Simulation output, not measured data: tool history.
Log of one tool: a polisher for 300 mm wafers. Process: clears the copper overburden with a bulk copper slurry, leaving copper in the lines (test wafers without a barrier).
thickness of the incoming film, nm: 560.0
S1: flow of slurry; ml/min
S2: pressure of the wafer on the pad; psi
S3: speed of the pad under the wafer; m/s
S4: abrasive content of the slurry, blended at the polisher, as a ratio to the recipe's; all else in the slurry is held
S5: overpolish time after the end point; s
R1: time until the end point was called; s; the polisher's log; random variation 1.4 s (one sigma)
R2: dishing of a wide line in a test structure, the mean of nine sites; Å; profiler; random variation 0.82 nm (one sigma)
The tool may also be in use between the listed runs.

Run 1, day 0.000: S1 175 ml/min, S2 1.8 psi, S3 1.04 m/s, S4 1.0, S5 16 s. Result: R1 74.378 s, R2 576.90 Å.
Run 2, day 0.058: S1 175 ml/min, S2 1.8 psi, S3 1.04 m/s, S4 1.1, S5 16 s. Result: R1 71.517 s, R2 546.84 Å.
Run 3, day 0.200: S1 175 ml/min, S2 1.8 psi, S3 1.04 m/s, S4 1.1, S5 19 s. Result: R1 72.237 s, R2 609.25 Å.
Run 4, day 0.438: S1 210 ml/min, S2 1.8 psi, S3 1.04 m/s, S4 1.1, S5 19 s. Result: R1 70.478 s, R2 623.63 Å.
Run 5, day 0.779: S1 210 ml/min, S2 1.7 psi, S3 1.04 m/s, S4 1.1, S5 18 s. Result: R1 72.943 s, R2 583.36 Å.
Run 6, day 0.938: S1 210 ml/min, S2 1.6 psi, S3 1.04 m/s, S4 1.1, S5 18 s. Result: R1 76.510 s, R2 564.91 Å.
Run 7, day 1.154: S1 210 ml/min, S2 1.5 psi, S3 1.04 m/s, S4 1.1, S5 18 s. Result: R1 82.744 s, R2 562.06 Å.
Run 8, day 1.467: S1 210 ml/min, S2 1.4 psi, S3 1.04 m/s, S4 1.1, S5 17 s. Result: R1 87.122 s, R2 497.57 Å.
Run 9, day 1.625: S1 210 ml/min, S2 1.3 psi, S3 1.04 m/s, S4 1.1, S5 17 s. Result: R1 87.988 s, R2 465.78 Å.
Run 10, day 1.712: S1 210 ml/min, S2 1.2 psi, S3 1.04 m/s, S4 1.1, S5 17 s. Result: R1 96.454 s, R2 449.72 Å.
Run 11, day 1.775: S1 205 ml/min, S2 1.2 psi, S3 1.04 m/s, S4 1.1, S5 17 s. Result: R1 97.431 s, R2 468.84 Å.

Run 12 comes next. What will it give?
Run 12, day 2.067: S1 200 ml/min, S2 1.1 psi, S3 1.04 m/s, S4 1.1, S5 15 s. Result: R1 ?, R2 ?.

Run 12 gave R1 100.720 s, R2 406.99 Å.
